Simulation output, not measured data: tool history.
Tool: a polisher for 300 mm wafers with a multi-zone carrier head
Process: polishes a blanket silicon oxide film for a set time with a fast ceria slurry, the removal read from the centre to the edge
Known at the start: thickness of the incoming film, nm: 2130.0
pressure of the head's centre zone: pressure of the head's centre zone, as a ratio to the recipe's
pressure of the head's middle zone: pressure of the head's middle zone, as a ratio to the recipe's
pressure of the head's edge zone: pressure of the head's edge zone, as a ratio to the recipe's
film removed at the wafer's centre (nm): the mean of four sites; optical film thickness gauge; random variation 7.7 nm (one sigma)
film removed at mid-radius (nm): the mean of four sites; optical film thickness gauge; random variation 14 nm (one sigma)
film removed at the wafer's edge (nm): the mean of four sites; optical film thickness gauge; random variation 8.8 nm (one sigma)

| run | hour | flow of slurry (ml/min) | pressure of the head's centre zone | pressure of the head's middle zone | pressure of the head's edge zone | polishing time (s) | film removed at the wafer's centre (nm) | film removed at mid-radius (nm) | film removed at the wafer's edge (nm) |
|---|---|---|---|---|---|---|---|---|---|
| 1 | 0.0 | 190 | 1.00 | 1.00 | 1.00 | 53 | 792.94 | 806.00 | 796.66 |
| 2 | 1.1 | 190 | 1.00 | 1.00 | 1.08 | 53 | 783.42 | 802.33 | 821.02 |
| 3 | 7.3 | 190 | 0.99 | 1.01 | 1.09 | 55 | 823.79 | 831.79 | 856.54 |
| 4 | 15.5 | 190 | 0.99 | 1.01 | 1.17 | 55 | 821.74 | 841.33 | 885.26 |
| 5 | 23.8 | 225 | 0.99 | 1.01 | 1.17 | 55 | 832.26 | 850.51 | 900.44 |
| 6 | 31.6 | 230 | 0.98 | 1.02 | 1.17 | 57 | 858.48 | 899.85 | 937.31 |
| 7 | 40.2 | 235 | 0.97 | 1.03 | 1.17 | 58 | 870.53 | 909.49 | 948.88 |
| 8 | 47.4 | 235 | 0.96 | 1.04 | 1.17 | 60 | 896.32 | 965.71 | 980.10 |
| 9 | 50.0 | 235 | 0.95 | 1.04 | 1.17 | 61 | 888.25 | 988.19 | 992.69 |

Run 10 comes next. What will it give?
| 10 | 53.0 | 235 | 0.95 | 1.04 | 1.17 | 62 | ? | ? | ? |

{"run 10": {"film removed at the wafer's centre (nm)": 909.72, "film removed at mid-radius (nm)": 970.9, "film removed at the wafer's edge (nm)": 1023.6}}
